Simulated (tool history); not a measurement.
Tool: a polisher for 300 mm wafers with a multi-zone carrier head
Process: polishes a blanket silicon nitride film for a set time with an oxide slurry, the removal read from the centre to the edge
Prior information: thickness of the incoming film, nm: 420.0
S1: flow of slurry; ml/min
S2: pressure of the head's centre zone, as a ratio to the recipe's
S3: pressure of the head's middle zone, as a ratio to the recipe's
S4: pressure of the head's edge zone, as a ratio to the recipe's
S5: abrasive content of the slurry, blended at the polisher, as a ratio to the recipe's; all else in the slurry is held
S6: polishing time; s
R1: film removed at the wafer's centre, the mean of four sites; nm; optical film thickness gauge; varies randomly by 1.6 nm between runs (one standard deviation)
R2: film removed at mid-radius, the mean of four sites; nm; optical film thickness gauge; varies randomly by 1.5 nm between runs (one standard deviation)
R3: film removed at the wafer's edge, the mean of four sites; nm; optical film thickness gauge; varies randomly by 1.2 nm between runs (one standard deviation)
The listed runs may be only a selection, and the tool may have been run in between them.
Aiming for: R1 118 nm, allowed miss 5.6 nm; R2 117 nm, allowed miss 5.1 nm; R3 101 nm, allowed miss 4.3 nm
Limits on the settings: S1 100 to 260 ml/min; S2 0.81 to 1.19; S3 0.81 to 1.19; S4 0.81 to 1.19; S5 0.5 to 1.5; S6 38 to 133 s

run,day,S1,S2,S3,S4,S5,S6,R1,R2,R3
1,0,165,1,1,1,1,85,82.716,83.991,81.324
2,0.038,165,1,1,1,1,67,64.969,64.908,67.062
3,0.142,165,1,1,0.96,1,67,66.224,66.356,63.951
4,0.258,180,1.04,1.04,0.97,1.15,71,80.965,79.876,74.333
5,0.612,180,1.04,0.96,0.97,1.15,71,79.312,72.897,74.733
6,0.733,190,1.06,1.01,0.99,1.25,72,85.923,82.806,77.29
7,1.083,190,1.07,1.02,1,1.3,76,94.539,85.308,85.444
8,1.212,240,1.04,1.12,0.9,1.5,85,113.63,118.32,100.59

4 candidate next runs follow, results not yet known. Just one meets every target within its allowed miss. Identify it.
A,1.342,235,0.99,1.1,0.95,1.5,85,?,?,?
B,1.342,205,0.92,1.19,0.89,1.45,88,?,?,?
C,1.342,255,1.07,1.09,0.9,1.25,94,?,?,?
D,1.342,225,0.98,1.09,0.89,1.5,89,?,?,?

move,R1,R2,R3
A,106.17,115.39,100.21
B,98.701,123.82,97.804
C,118.96,118.46,100.91
D,109.33,119.21,101.37
A: lands further from the targets than the last run did
B: lands further from the targets than the last run did
C: hits every target within its allowed miss
D: lands further from the targets than the last run did
Go with C: it meets all targets.
